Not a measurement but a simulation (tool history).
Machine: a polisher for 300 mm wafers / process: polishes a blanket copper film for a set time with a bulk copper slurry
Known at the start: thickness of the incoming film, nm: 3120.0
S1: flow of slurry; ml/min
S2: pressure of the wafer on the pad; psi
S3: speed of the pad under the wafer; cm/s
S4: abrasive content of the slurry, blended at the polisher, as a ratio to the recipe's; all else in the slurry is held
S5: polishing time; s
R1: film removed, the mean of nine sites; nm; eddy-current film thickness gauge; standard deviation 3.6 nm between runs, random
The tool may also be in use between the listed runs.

run	hour	S1	S2	S3	S4	S5	R1
1	0	290	3.3	104	1	54	557.89
2	6.5	290	3.3	104	1.1	54	564.43
3	14.3	290	3.1	104	1.1	54	533.11
4	20.1	290	3.1	104	1.1	54	526.69
5	25.5	290	3	104	1.1	54	511.93
6	32.4	290	2.9	104	1.1	54	498.48
7	35.8	290	2.9	104	1.1	54	492.98

Expected results for the next run?
8	43.7	290	2.8	104	1.1	54	?

{"run 8": {"R1": 479.47}}

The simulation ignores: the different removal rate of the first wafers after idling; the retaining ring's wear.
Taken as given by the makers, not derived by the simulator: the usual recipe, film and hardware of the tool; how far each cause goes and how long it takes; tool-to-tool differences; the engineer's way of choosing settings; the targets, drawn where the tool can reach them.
